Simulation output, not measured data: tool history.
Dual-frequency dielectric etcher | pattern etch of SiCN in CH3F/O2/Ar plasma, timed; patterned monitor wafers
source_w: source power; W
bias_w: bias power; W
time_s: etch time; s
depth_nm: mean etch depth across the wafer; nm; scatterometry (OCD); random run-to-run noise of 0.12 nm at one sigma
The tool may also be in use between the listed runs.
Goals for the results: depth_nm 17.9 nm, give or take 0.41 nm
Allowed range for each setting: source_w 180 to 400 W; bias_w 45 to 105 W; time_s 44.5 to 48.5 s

| run | hour | source_w | bias_w | time_s | depth_nm |
|---|---|---|---|---|---|
| 1 | 0 | 290 | 75 | 48.5 | 15.822 |
| 2 | 3.2 | 290 | 67 | 48.5 | 15.343 |
| 3 | 9.4 | 310 | 69 | 48.5 | 16.036 |
| 4 | 14.5 | 320 | 70 | 48.5 | 16.21 |
| 5 | 20.3 | 330 | 71 | 48.5 | 16.471 |
| 6 | 26 | 330 | 71 | 44.5 | 15.339 |
| 7 | 35 | 340 | 75 | 45 | 15.941 |
| 8 | 39.7 | 350 | 78 | 45.5 | 16.751 |
| 9 | 41.7 | 360 | 79 | 45.5 | 16.933 |
| 10 | 48.9 | 370 | 80 | 45.5 | 17.227 |

Consider the 5 candidate settings below. Which is the only one whose results all fall within their allowed miss of target?
| A | 56.1 | 380 | 53 | 48.5 | ? |
| B | 56.1 | 390 | 85 | 44.5 | ? |
| C | 56.1 | 390 | 55 | 47.5 | ? |
| D | 56.1 | 400 | 69 | 44.5 | ? |
| E | 56.1 | 350 | 73 | 46 | ? |

| move | depth_nm |
|---|---|
| A | 16.139 |
| B | 17.959 |
| C | 16.241 |
| D | 16.779 |
| E | 16.551 |
A: moves away from the targets compared with the last run
B: meets every target
C: moves away from the targets compared with the last run
D: moves away from the targets compared with the last run
E: moves away from the targets compared with the last run
The right move is B.
